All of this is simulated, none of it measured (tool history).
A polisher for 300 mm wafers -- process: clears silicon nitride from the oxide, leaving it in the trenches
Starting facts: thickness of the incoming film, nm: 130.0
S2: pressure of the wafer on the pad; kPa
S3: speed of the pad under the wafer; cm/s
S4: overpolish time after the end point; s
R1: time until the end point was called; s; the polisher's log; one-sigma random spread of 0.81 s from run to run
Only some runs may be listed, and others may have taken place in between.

run 1 hour=0 | flow_of_slurry_(ml/min)=215 S2=18.6 S3=114 S4=5 | R1=102.03
run 2 hour=3 | flow_of_slurry_(ml/min)=215 S2=15.2 S3=114 S4=5 | R1=124.5
run 3 hour=7.7 | flow_of_slurry_(ml/min)=215 S2=19.3 S3=118 S4=5 | R1=96.623
run 4 hour=11.5 | flow_of_slurry_(ml/min)=175 S2=19.3 S3=118 S4=5 | R1=98.999
run 5 hour=15.9 | flow_of_slurry_(ml/min)=220 S2=19.3 S3=118 S4=5 | R1=94.319
run 6 hour=20.3 | flow_of_slurry_(ml/min)=225 S2=22.1 S3=120 S4=5 | R1=81.969
run 7 hour=23 | flow_of_slurry_(ml/min)=225 S2=24.1 S3=124 S4=5 | R1=72.895
run 8 hour=31.4 | flow_of_slurry_(ml/min)=225 S2=25.5 S3=128 S4=5 | R1=67.742
run 9 hour=35.3 | flow_of_slurry_(ml/min)=230 S2=26.2 S3=132 S4=5 | R1=62.159

Run 10 has not been measured yet. What should we expect?
run 10 hour=37.4 | flow_of_slurry_(ml/min)=230 S2=26.9 S3=134 S4=5 | R1=?

{"run 10": {"R1": 60.108}}

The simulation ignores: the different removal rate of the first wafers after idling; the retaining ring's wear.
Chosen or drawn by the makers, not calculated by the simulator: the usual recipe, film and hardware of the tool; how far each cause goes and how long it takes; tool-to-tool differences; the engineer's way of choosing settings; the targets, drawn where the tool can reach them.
